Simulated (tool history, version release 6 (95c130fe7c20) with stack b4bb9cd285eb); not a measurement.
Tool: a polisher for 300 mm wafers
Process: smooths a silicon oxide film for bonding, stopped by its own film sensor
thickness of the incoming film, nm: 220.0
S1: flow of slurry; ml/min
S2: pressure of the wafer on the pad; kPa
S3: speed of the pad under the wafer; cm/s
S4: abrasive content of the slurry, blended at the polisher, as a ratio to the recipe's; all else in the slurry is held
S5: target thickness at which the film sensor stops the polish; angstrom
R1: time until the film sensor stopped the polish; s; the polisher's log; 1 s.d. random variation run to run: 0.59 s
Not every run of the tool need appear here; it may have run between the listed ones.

run	hour	S1	S2	S3	S4	S5	R1
1	0.0	210	15.2	92	1.00	1870	47.159
2	1.7	210	15.2	92	0.85	1870	52.899
3	5.0	210	15.2	104	0.85	1870	47.815
4	7.0	210	17.2	104	0.85	1870	41.924
5	11.0	210	15.9	104	0.85	1870	45.531
6	15.4	210	15.9	104	0.85	1910	40.397
7	22.6	210	13.8	104	0.85	1910	46.170

Predict the results of run 8:
8	24.4	210	12.4	104	0.85	1910	?

R1: 50.237 s
